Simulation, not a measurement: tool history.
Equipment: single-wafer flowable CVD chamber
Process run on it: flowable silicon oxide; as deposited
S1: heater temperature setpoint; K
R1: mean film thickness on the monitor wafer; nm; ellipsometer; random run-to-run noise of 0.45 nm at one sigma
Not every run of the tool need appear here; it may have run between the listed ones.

{"run": 1, "hour": 0.0, "S1": 378.15, "chamber pressure (Pa)": 95.9, "RF power (W)": 2560, "deposition time (s)": 540, "R1": 255.74}
{"run": 2, "hour": 4.4, "S1": 381.15, "chamber pressure (Pa)": 95.7, "RF power (W)": 2560, "deposition time (s)": 540, "R1": 226.3}
{"run": 3, "hour": 11.3, "S1": 381.15, "chamber pressure (Pa)": 79.1, "RF power (W)": 2560, "deposition time (s)": 540, "R1": 189.23}
{"run": 4, "hour": 13.4, "S1": 381.15, "chamber pressure (Pa)": 79.1, "RF power (W)": 2895, "deposition time (s)": 540, "R1": 191.84}
{"run": 5, "hour": 21.7, "S1": 375.15, "chamber pressure (Pa)": 79.1, "RF power (W)": 2895, "deposition time (s)": 540, "R1": 240.03}
{"run": 6, "hour": 28.8, "S1": 375.15, "chamber pressure (Pa)": 79.1, "RF power (W)": 2585, "deposition time (s)": 540, "R1": 237.32}
{"run": 7, "hour": 36.4, "S1": 377.15, "chamber pressure (Pa)": 78.9, "RF power (W)": 2585, "deposition time (s)": 540, "R1": 221.7}
{"hour": 39.8, "done": "capacitance manometer re-zeroed and calibrated"}
{"run": 8, "hour": 39.8, "S1": 385.15, "chamber pressure (Pa)": 78.7, "RF power (W)": 2585, "deposition time (s)": 540, "R1": 155.44}

Run 9 comes next. What will it give?
{"run": 9, "hour": 47.1, "S1": 384.15, "chamber pressure (Pa)": 78.7, "RF power (W)": 2585, "deposition time (s)": 540, "R1": "?"}

{"run 9": {"R1": 160.92}}
